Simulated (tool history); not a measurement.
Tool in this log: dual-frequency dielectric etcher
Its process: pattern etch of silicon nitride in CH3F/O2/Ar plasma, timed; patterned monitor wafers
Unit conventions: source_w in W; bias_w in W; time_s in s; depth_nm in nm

run 1 hour=0.0 | source_w=330 bias_w=52 time_s=71.5 | depth_nm=39.777
run 2 hour=7.0 | source_w=330 bias_w=48 time_s=71.5 | depth_nm=38.633
run 3 hour=7.9 | source_w=330 bias_w=48 time_s=71.5 | depth_nm=38.482
run 4 hour=16.0 | source_w=330 bias_w=48 time_s=71.5 | depth_nm=38.774
run 5 hour=20.0 | source_w=290 bias_w=43 time_s=71.5 | depth_nm=35.456
run 6 hour=21.9 | source_w=260 bias_w=41 time_s=71.5 | depth_nm=33.629
run 7 hour=30.0 | source_w=260 bias_w=41 time_s=71.5 | depth_nm=33.622
run 8 hour=30.9 | source_w=240 bias_w=40 time_s=71.5 | depth_nm=31.998

Predict the results of run 9:
run 9 hour=33.5 | source_w=230 bias_w=40 time_s=71.5 | depth_nm=?

depth_nm: 31.493 nm
